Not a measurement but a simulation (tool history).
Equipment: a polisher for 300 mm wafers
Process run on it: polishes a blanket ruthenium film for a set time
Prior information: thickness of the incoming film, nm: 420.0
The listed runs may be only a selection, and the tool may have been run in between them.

run,hour,flow of slurry (ml/min),pressure of the wafer on the pad (psi),speed of the pad under the wafer (m/s),polishing time (s),film removed (Å)
1,0,220,2.2,0.9,73,776.34
2,6.3,220,2.1,0.9,73,740.12
3,7.7,255,2.1,0.9,73,759.27
4,10.1,305,2.1,0.9,73,783.6
5,10.7,305,2,0.9,73,749.87
6,17,305,1.9,0.9,73,730.18
7,18.6,305,1.8,0.9,73,697.04
8,26.2,305,1.7,0.9,73,680.15
9,30.2,305,1.6,0.9,73,653.16

Run 10 is up next; what results do you expect?
10,37.4,305,1.5,0.9,73,?

Logged for run 10: film removed (Å) 630.42.
